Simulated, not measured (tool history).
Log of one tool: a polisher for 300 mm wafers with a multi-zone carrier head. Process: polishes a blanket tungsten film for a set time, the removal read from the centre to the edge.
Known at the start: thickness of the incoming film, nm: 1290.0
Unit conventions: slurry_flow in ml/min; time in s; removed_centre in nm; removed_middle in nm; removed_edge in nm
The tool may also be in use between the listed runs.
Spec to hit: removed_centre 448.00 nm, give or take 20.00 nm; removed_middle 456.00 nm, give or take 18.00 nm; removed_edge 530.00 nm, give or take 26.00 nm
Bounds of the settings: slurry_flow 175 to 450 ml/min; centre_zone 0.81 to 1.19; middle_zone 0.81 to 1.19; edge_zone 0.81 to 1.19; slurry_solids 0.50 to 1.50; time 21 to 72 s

| run | hour | slurry_flow | centre_zone | middle_zone | edge_zone | slurry_solids | time | removed_centre | removed_middle | removed_edge |
|---|---|---|---|---|---|---|---|---|---|---|
| 1 | 0.0 | 290 | 1.00 | 1.00 | 1.00 | 1.00 | 46 | 389.81 | 372.23 | 368.68 |
| 2 | 6.0 | 290 | 1.00 | 0.93 | 1.00 | 1.00 | 46 | 379.51 | 354.37 | 382.09 |
| 3 | 10.6 | 290 | 1.00 | 0.93 | 1.00 | 1.15 | 46 | 390.30 | 371.72 | 389.16 |
| 4 | 19.4 | 290 | 1.00 | 0.93 | 1.06 | 1.15 | 46 | 378.89 | 367.72 | 403.74 |
| 5 | 23.0 | 290 | 1.00 | 0.93 | 1.06 | 1.00 | 46 | 379.98 | 356.42 | 390.12 |
| 6 | 28.9 | 290 | 1.00 | 0.92 | 1.08 | 1.10 | 48 | 399.71 | 377.74 | 426.98 |
| 7 | 32.8 | 290 | 1.00 | 0.92 | 1.10 | 1.20 | 49 | 416.21 | 392.88 | 431.39 |
| 8 | 36.0 | 290 | 0.98 | 0.91 | 1.12 | 1.25 | 51 | 424.31 | 412.97 | 465.08 |
| 9 | 42.3 | 290 | 0.97 | 0.90 | 1.13 | 1.30 | 52 | 439.81 | 424.41 | 481.26 |
| 10 | 45.0 | 290 | 0.96 | 0.90 | 1.14 | 1.35 | 52 | 438.73 | 413.72 | 483.45 |
| 11 | 52.1 | 290 | 0.96 | 0.90 | 1.14 | 1.35 | 52 | 435.72 | 419.49 | 485.17 |
| 12 | 55.0 | 290 | 0.95 | 0.91 | 1.15 | 1.40 | 53 | 435.98 | 432.71 | 490.88 |

Which of these 5 next moves meets every target?
| A | 57.9 | 270 | 1.01 | 0.97 | 1.14 | 1.40 | 57 | ? | ? | ? |
| B | 57.9 | 280 | 0.88 | 0.90 | 1.17 | 1.20 | 58 | ? | ? | ? |
| C | 57.9 | 305 | 0.96 | 0.88 | 1.14 | 1.50 | 56 | ? | ? | ? |
| D | 57.9 | 280 | 1.04 | 1.07 | 1.05 | 1.50 | 54 | ? | ? | ? |
| E | 57.9 | 330 | 1.13 | 1.13 | 1.08 | 1.15 | 52 | ? | ? | ? |

| move | removed_centre | removed_middle | removed_edge |
|---|---|---|---|
| A | 497.08 | 491.72 | 521.01 |
| B | 441.56 | 457.22 | 522.49 |
| C | 481.94 | 457.34 | 524.62 |
| D | 491.37 | 515.46 | 481.13 |
| E | 487.07 | 499.59 | 449.55 |
A: the worst result of the last run now meets its target, but another is out of spec
B: every result lands within tolerance
C: the worst result of the last run now meets its target, but another is out of spec
D: further off than the last run
E: further off than the last run
B is the move that brings every result within its allowed miss.
